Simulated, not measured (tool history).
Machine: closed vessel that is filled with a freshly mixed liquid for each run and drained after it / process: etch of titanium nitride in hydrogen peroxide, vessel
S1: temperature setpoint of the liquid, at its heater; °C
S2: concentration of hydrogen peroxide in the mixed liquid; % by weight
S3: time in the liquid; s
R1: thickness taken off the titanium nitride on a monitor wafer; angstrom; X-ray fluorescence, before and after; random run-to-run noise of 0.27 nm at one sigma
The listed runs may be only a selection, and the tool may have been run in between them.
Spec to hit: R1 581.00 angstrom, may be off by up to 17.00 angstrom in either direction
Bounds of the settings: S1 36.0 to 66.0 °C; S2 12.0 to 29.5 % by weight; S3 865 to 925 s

run	hour	S1	S2	S3	R1
1	0.0	52.0	20.0	865	900.02
2	2.6	49.0	20.0	865	726.60
3	7.5	48.0	20.0	865	674.81
4	12.4	48.0	21.5	865	685.72
5	14.3	48.0	21.5	925	737.60
6	18.1	48.0	21.5	925	735.24
7	26.9	47.0	21.5	925	681.92
8	30.6	46.5	21.5	925	657.53
9	33.9	46.0	21.5	925	628.07
10	39.8	45.5	21.5	925	612.57

Exercise: of the 5 proposed moves below, exactly one satisfies all targets within the stated allowed misses. Which move is it?
A	45.7	47.0	24.5	870	?
B	45.7	44.5	25.5	915	?
C	45.7	46.0	21.5	925	?
D	45.7	46.5	20.0	915	?
E	45.7	46.0	21.0	915	?

move	R1
A	662.76
B	584.14
C	636.26
D	643.02
E	626.20
A: the biggest miss grows against the last run
B: in spec on every target
C: the biggest miss grows against the last run
D: the biggest miss grows against the last run
E: the biggest miss grows against the last run
B meets every target.
